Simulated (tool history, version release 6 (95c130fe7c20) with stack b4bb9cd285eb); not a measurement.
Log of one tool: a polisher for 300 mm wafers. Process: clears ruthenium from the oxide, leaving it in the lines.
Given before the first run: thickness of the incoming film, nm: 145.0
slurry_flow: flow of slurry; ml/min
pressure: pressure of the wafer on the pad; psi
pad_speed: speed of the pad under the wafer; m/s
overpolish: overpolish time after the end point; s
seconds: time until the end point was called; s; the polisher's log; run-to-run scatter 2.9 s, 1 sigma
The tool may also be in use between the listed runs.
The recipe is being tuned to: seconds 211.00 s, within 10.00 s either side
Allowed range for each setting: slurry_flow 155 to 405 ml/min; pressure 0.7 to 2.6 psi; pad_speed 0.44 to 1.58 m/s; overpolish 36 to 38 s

run	day	slurry_flow	pressure	pad_speed	overpolish	seconds
1	0.000	260	1.6	1.00	36	149.28
2	0.042	260	1.6	1.00	36	144.51
3	0.258	260	1.5	1.00	36	160.65
4	0.379	260	1.4	1.00	36	167.08
5	0.546	225	1.4	1.00	36	170.36
6	0.854	225	1.4	1.14	36	151.93
7	1.212	225	1.3	1.14	36	156.15
# day 1.312: head pressure recalibrated
8	1.312	225	1.2	1.14	36	186.99
9	1.438	225	1.1	1.14	36	195.87

Next run, 4 choices. One meets every target within its allowed miss, the rest don't. Which?
A	1.562	250	1.1	0.96	36	?
B	1.562	155	0.9	1.34	36	?
C	1.562	180	0.9	1.18	36	?
D	1.562	245	0.9	1.12	36	?

move	seconds
A	230.51
B	207.79
C	229.59
D	232.07
A: moves the result that the last run missed by most past its target, out the other side
B: all results land within tolerance of their targets
C: moves the result that the last run missed by most past its target, out the other side
D: moves the result that the last run missed by most past its target, out the other side
B is the move that brings every result within its allowed miss.
